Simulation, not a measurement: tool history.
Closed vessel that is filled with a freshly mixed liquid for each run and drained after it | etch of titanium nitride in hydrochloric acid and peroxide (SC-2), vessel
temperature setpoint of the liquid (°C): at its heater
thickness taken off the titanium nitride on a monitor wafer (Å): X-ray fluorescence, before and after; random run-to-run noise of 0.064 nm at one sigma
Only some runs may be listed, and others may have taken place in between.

run,hour,temperature setpoint of the liquid (°C),parts of water to one part each of 37 % hydrochloric acid and 30 % peroxide (parts by volume),time in the liquid (s),thickness taken off the titanium nitride on a monitor wafer (Å)
1,0.0,52,10,385,66.822
2,3.8,47,10,385,48.087
3,5.7,47,10,385,47.548
4,10.3,50,10,385,58.833
5,17.1,50,10,410,62.439
6,20.1,52,10,410,71.362

Forecast run 7:
7,22.6,54,10,410,?

Run 7 came out at thickness taken off the titanium nitride on a monitor wafer (Å) 80.993.
